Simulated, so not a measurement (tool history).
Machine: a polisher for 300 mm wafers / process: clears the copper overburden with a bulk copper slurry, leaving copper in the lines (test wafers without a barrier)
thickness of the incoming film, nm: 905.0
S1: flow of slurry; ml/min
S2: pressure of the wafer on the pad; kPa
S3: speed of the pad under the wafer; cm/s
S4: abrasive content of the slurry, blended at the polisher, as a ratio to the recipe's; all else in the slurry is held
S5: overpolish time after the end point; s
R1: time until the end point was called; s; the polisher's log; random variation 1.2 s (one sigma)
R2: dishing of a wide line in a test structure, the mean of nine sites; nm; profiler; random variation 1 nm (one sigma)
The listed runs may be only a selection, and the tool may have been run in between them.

{"run": 1, "day": 0.0, "S1": 235, "S2": 17.2, "S3": 124, "S4": 1.0, "S5": 10, "R1": 111.71, "R2": 55.717}
{"run": 2, "day": 0.229, "S1": 235, "S2": 17.2, "S3": 146, "S4": 1.0, "S5": 10, "R1": 94.43, "R2": 62.372}
{"run": 3, "day": 0.567, "S1": 235, "S2": 17.2, "S3": 146, "S4": 0.8, "S5": 10, "R1": 97.948, "R2": 60.17}
{"run": 4, "day": 0.758, "S1": 200, "S2": 17.2, "S3": 146, "S4": 0.8, "S5": 10, "R1": 100.05, "R2": 60.382}
{"run": 5, "day": 0.967, "S1": 200, "S2": 17.2, "S3": 146, "S4": 0.8, "S5": 12, "R1": 98.721, "R2": 68.293}
{"day": 1.342, "done": "slurry blender recalibrated"}
{"run": 6, "day": 1.342, "S1": 200, "S2": 15.9, "S3": 146, "S4": 0.8, "S5": 13, "R1": 104.8, "R2": 69.877}
{"run": 7, "day": 1.6, "S1": 200, "S2": 14.5, "S3": 146, "S4": 0.8, "S5": 14, "R1": 114.89, "R2": 67.415}
{"run": 8, "day": 1.858, "S1": 200, "S2": 13.8, "S3": 146, "S4": 0.8, "S5": 15, "R1": 120.24, "R2": 67.83}
{"run": 9, "day": 2.029, "S1": 200, "S2": 13.1, "S3": 146, "S4": 0.8, "S5": 15, "R1": 126.93, "R2": 64.158}
{"run": 10, "day": 2.142, "S1": 200, "S2": 12.4, "S3": 146, "S4": 0.8, "S5": 15, "R1": 129.98, "R2": 63.408}

For run 11, what comes out?
{"run": 11, "day": 2.438, "S1": 190, "S2": 10.3, "S3": 146, "S4": 0.8, "S5": 17, "R1": "?", "R2": "?"}

{"run 11": {"R1": 158.74, "R2": 59.23}}
